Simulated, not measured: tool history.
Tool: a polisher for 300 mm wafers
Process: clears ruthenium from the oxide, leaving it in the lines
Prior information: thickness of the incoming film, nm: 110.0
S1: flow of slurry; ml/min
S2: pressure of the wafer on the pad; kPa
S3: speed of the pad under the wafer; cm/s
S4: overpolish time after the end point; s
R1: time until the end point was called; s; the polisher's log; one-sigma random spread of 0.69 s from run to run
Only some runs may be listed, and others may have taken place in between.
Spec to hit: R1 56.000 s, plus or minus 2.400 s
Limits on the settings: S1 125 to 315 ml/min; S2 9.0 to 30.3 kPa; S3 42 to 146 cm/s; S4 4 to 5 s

| run | day | S1 | S2 | S3 | S4 | R1 |
|---|---|---|---|---|---|---|
| 1 | 0.000 | 205 | 19.3 | 94 | 5 | 97.042 |
| 2 | 0.329 | 205 | 22.1 | 94 | 5 | 82.743 |
| 3 | 0.696 | 205 | 24.1 | 94 | 5 | 77.209 |
| 4 | 1.067 | 155 | 24.1 | 94 | 5 | 79.001 |
| 5 | 1.288 | 155 | 24.1 | 94 | 5 | 77.834 |
| 6 | 1.396 | 155 | 24.1 | 94 | 4 | 79.124 |
| 7 | 1.767 | 155 | 26.2 | 96 | 4 | 71.218 |
|  | 1.988 | worn pad replaced by a new one |
| 8 | 1.988 | 155 | 27.6 | 98 | 4 | 59.292 |
| 9 | 2.296 | 160 | 27.6 | 98 | 4 | 62.041 |
| 10 | 2.438 | 160 | 28.3 | 98 | 4 | 58.320 |
| 11 | 2.575 | 160 | 28.3 | 98 | 4 | 59.237 |

Of the 4 settings listed for the next run, only one would bring every result within its allowed miss of target. Which one?
| A | 2.712 | 220 | 27.6 | 94 | 5 | ? |
| B | 2.712 | 135 | 25.5 | 100 | 4 | ? |
| C | 2.712 | 125 | 30.3 | 100 | 4 | ? |
| D | 2.712 | 130 | 28.3 | 92 | 4 | ? |

| move | R1 |
|---|---|
| A | 60.926 |
| B | 65.615 |
| C | 55.965 |
| D | 64.679 |
A: further off than the last run
B: further off than the last run
C: in spec on every target
D: further off than the last run
So the answer is move C, the one that meets all the targets.
